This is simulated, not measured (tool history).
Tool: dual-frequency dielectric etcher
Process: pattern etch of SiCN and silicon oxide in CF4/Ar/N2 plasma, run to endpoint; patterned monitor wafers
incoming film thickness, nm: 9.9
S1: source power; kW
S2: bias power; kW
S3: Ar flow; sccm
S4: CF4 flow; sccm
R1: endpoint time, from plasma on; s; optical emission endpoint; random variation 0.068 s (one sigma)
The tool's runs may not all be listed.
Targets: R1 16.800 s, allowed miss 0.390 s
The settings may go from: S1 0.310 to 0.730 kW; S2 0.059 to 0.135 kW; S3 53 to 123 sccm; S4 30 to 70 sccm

{"run": 1, "hour": 0.0, "S1": 0.52, "S2": 0.097, "S3": 88, "S4": 50, "R1": 10.693}
{"run": 2, "hour": 5.3, "S1": 0.47, "S2": 0.092, "S3": 90, "S4": 49, "R1": 12.293}
{"run": 3, "hour": 8.0, "S1": 0.44, "S2": 0.092, "S3": 90, "S4": 49, "R1": 13.29}
{"run": 4, "hour": 12.9, "S1": 0.42, "S2": 0.092, "S3": 90, "S4": 49, "R1": 13.973}
{"run": 5, "hour": 18.8, "S1": 0.42, "S2": 0.092, "S3": 90, "S4": 55, "R1": 13.703}
{"run": 6, "hour": 21.8, "S1": 0.42, "S2": 0.098, "S3": 90, "S4": 55, "R1": 13.397}
{"run": 7, "hour": 30.3, "S1": 0.4, "S2": 0.098, "S3": 90, "S4": 55, "R1": 14.166}
{"run": 8, "hour": 35.5, "S1": 0.38, "S2": 0.098, "S3": 90, "S4": 55, "R1": 15.112}
{"run": 9, "hour": 41.9, "S1": 0.32, "S2": 0.097, "S3": 90, "S4": 55, "R1": 18.948}
{"run": 10, "hour": 42.5, "S1": 0.36, "S2": 0.097, "S3": 90, "S4": 55, "R1": 16.214}

5 next moves are on the table. One of them brings every result within its allowed miss. Which?
{"run": "A", "hour": 43.1, "S1": 0.36, "S2": 0.1, "S3": 89, "S4": 59, "R1": "?"}
{"run": "B", "hour": 43.1, "S1": 0.33, "S2": 0.108, "S3": 76, "S4": 51, "R1": "?"}
{"run": "C", "hour": 43.1, "S1": 0.32, "S2": 0.119, "S3": 78, "S4": 52, "R1": "?"}
{"run": "D", "hour": 43.1, "S1": 0.37, "S2": 0.081, "S3": 80, "S4": 54, "R1": "?"}
{"run": "E", "hour": 43.1, "S1": 0.36, "S2": 0.078, "S3": 104, "S4": 64, "R1": "?"}

move=A R1=15.953
move=B R1=17.414
move=C R1=17.480
move=D R1=16.666
move=E R1=17.587
A: further off than the last run
B: takes the result that was furthest off past its target
C: takes the result that was furthest off past its target
D: meets every target
E: takes the result that was furthest off past its target
The right move is D.
